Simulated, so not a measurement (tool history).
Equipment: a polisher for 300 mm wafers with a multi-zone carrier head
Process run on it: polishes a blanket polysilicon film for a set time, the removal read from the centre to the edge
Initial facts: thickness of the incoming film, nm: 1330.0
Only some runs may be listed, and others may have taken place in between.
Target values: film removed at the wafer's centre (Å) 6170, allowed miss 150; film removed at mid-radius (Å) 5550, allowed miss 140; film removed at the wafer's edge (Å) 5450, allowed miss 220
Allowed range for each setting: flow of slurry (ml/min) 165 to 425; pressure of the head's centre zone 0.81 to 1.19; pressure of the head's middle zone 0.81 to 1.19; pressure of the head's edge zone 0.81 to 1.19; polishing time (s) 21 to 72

run	hour	flow of slurry (ml/min)	pressure of the head's centre zone	pressure of the head's middle zone	pressure of the head's edge zone	polishing time (s)	film removed at the wafer's centre (Å)	film removed at mid-radius (Å)	film removed at the wafer's edge (Å)
1	0	275	1	1	1	46	4953	5077.9	4949.7
2	4.8	280	1.02	1	1.01	46	5042.2	5117.5	5006.6
3	12.5	280	0.95	1	1.01	46	4706.3	5107.9	4844.6
4	20.5	290	0.97	1	1.01	46	4818.5	5051	4992.7
5	27	290	0.89	1	1.01	46	4439.2	5110.8	5021.1
6	27.9	300	0.92	1	1.02	46	4524.3	5119.9	5063.3
7	28.9	305	0.95	1	1.02	46	4725.7	5085.2	5065.8
8	33.2	310	0.97	1.01	1.02	46	4850.3	5205.8	5097.7
9	33.9	315	0.99	1.01	1.02	46	4940	5148.7	5071.8
10	40	360	1.09	1.09	1.11	48	5738.6	5828.8	5503.1
11	42.9	360	1.1	1.08	1.11	48	5823.2	5728.5	5463.6
12	44.1	360	1.11	1.08	1.11	48	5873.2	5748.3	5672.4
13	48.4	360	1.12	1.08	1.1	48	5941.9	5780.2	5519

Which single option among these 4 for the next run brings every result within its allowed miss of target? Just one does.
A	52.7	295	1.19	1.05	1.11	48	?	?	?
B	52.7	365	1.16	1.12	1.09	48	?	?	?
C	52.7	320	1.12	1.04	1.15	47	?	?	?
D	52.7	275	1.17	0.9	1.19	52	?	?	?

move	film removed at the wafer's centre (Å)	film removed at mid-radius (Å)	film removed at the wafer's edge (Å)
A	6226.7	5539.7	5427.8
B	6198.4	5965.8	5450.7
C	5784	5423.2	5444.3
D	6573.1	5235.1	6075
A: all results land within tolerance of their targets
B: moves away from the targets compared with the last run
C: gets the furthest-off result to its target, but another result is out of tolerance
D: takes the result that was furthest off past its target
So the answer is move A, the one that meets all the targets.
